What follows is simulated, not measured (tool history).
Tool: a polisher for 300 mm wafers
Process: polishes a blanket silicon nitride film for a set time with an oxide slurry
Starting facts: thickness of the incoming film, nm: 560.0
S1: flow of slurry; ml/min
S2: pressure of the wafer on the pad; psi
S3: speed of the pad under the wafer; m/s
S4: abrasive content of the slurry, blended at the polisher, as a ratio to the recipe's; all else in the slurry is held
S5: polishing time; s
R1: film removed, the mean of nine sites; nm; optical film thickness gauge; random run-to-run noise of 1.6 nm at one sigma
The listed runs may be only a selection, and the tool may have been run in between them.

| run | hour | S1 | S2 | S3 | S4 | S5 | R1 |
|---|---|---|---|---|---|---|---|
| 1 | 0 | 135 | 4.3 | 1.08 | 1 | 106 | 106.54 |
| 2 | 4 | 135 | 5.2 | 1.08 | 1 | 106 | 129.07 |
| 3 | 10.5 | 135 | 5.7 | 1.08 | 1 | 106 | 140.48 |
| 4 | 19.4 | 135 | 6.3 | 1.08 | 1 | 106 | 151.26 |
| 5 | 25.9 | 135 | 6.7 | 1.08 | 1 | 106 | 164.63 |
| 6 | 33.6 | 140 | 6.7 | 1.12 | 1 | 106 | 167.93 |

Predict the results of run 7:
| 7 | 40.9 | 140 | 6.7 | 1.16 | 1 | 106 | ? |

R1: 173.76 nm

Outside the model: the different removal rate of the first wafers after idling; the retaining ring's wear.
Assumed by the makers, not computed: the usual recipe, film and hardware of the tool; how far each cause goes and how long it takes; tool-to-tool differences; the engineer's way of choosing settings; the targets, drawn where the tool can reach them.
